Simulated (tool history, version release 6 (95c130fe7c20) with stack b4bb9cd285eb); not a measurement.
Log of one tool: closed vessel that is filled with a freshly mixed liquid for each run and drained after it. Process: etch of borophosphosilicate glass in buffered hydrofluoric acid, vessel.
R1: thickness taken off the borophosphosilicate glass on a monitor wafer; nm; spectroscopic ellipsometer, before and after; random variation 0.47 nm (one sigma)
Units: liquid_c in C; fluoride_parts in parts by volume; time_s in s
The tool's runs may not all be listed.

run 1 hour=0 | liquid_c=20 fluoride_parts=20.5 time_s=35 | R1=37.233
run 2 hour=5.4 | liquid_c=22.5 fluoride_parts=20.5 time_s=35 | R1=42.47
run 3 hour=9.8 | liquid_c=22.5 fluoride_parts=24 time_s=35 | R1=37.473
run 4 hour=17.8 | liquid_c=23.5 fluoride_parts=23 time_s=35 | R1=40.719
run 5 hour=24.1 | liquid_c=23.5 fluoride_parts=23 time_s=30 | R1=35.277
run 6 hour=31.9 | liquid_c=23.5 fluoride_parts=20 time_s=30 | R1=39.473

Forecast run 7:
-- hour=40.5 hydrofluoric acid flow meter replaced
run 7 hour=40.5 | liquid_c=24.5 fluoride_parts=18 time_s=30 | R1=?

R1: 42.366 nm

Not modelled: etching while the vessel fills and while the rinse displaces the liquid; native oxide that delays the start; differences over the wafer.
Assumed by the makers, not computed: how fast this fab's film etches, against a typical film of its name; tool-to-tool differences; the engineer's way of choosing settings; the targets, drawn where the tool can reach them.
